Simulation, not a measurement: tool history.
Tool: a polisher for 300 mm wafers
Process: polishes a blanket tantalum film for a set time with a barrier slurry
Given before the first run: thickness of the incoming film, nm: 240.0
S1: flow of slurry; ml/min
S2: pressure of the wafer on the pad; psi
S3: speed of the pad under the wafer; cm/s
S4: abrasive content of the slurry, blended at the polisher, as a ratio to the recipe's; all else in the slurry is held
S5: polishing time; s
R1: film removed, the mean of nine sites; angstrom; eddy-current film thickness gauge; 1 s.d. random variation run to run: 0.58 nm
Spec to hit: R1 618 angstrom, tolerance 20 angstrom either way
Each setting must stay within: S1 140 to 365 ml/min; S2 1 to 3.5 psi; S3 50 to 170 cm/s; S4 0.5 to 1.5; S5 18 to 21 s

run	hour	S1	S2	S3	S4	S5	R1
1	0	235	2.2	110	1	21	427.49
2	4.8	235	2.2	110	1	21	422.54
3	11.2	235	2.4	110	1	21	457.51
4	15.5	235	2.6	110	1	21	496.5
5	21	235	2.7	110	1	21	508.79
6	25.2	235	2.7	110	1	21	515.35
7	28.1	235	2.8	110	1	21	535.65
8	29.1	235	2.9	110	1	21	546.94
9	36.6	235	2.9	110	1	21	551.26
10	42.7	235	3	110	1	21	565.48
11	50.5	235	3.1	110	1	21	585.18

Exercise: of the 5 proposed moves below, exactly one satisfies all targets within the stated allowed misses. Which move is it?
A	58.3	245	3.5	86	1	21	?
B	58.3	225	3	108	1	21	?
C	58.3	250	3.5	114	1.05	20	?
D	58.3	270	2.4	152	0.85	21	?
E	58.3	240	3.1	110	0.95	21	?

move	R1
A	536.38
B	565.2
C	674.32
D	620.94
E	592.09
A: its largest miss is bigger than the last run's
B: its largest miss is bigger than the last run's
C: moves the result that the last run missed by most past its target, out the other side
D: each result inside its tolerance
E: an improvement on the last run, though not all results are within tolerance
Move D is the one to make.
